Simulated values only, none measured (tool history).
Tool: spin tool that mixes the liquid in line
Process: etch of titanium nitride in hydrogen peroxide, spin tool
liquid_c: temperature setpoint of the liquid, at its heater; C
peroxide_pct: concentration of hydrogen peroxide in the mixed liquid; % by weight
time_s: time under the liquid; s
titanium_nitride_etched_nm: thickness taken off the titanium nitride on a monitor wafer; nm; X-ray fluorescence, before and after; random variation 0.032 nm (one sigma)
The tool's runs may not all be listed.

run  hour  liquid_c  peroxide_pct  time_s  titanium_nitride_etched_nm
  1     0        46            25     300                      6.2856
  2   2.9      39.5            25     300                      3.8808
  3   4.6      39.5            25     300                       3.832
  4  12.7      39.5            28     300                      3.9928
  5  19.5      38.5            28     300                      3.6592
  6    26      37.5            28     300                      3.4045
  7  34.2        37            28     300                       3.274

Forecast run 8:
  8    43      36.5            28     300                           ?

titanium_nitride_etched_nm: 3.1263 nm
